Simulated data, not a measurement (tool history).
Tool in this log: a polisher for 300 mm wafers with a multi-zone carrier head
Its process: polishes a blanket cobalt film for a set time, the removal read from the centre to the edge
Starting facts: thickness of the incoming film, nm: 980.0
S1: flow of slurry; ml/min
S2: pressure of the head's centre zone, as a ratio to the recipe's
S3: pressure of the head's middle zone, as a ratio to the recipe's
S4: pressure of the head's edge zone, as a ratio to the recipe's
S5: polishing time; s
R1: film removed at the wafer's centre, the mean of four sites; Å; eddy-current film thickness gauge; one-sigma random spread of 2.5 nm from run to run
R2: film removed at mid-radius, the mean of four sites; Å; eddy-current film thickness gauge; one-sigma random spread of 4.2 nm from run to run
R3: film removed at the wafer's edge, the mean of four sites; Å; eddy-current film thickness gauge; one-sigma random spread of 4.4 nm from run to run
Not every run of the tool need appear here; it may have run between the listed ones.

run,hour,S1,S2,S3,S4,S5,R1,R2,R3
1,0,220,1,1,1,61,2386.7,2365.2,2476.9
2,6.6,225,1.01,1.01,1.01,63,2470.8,2471.3,2542.4
3,12.1,225,1.09,1.01,1.01,63,2691.1,2434,2514.3
4,16.7,225,1.09,1.02,1.02,65,2812.7,2613.1,2625.8
5,24.3,225,1.09,0.97,1.02,65,2800.7,2515,2619.6
6,29.9,225,1.09,0.98,1.03,66,2842.7,2582.4,2633.1
7,32.8,225,1.08,0.97,1.04,68,2925.4,2621.4,2786.4

Forecast run 8:
8,38.7,230,1.08,0.98,1.05,69,?,?,?

{"run 8": {"R1": 2941.8, "R2": 2662.3, "R3": 2830.2}}
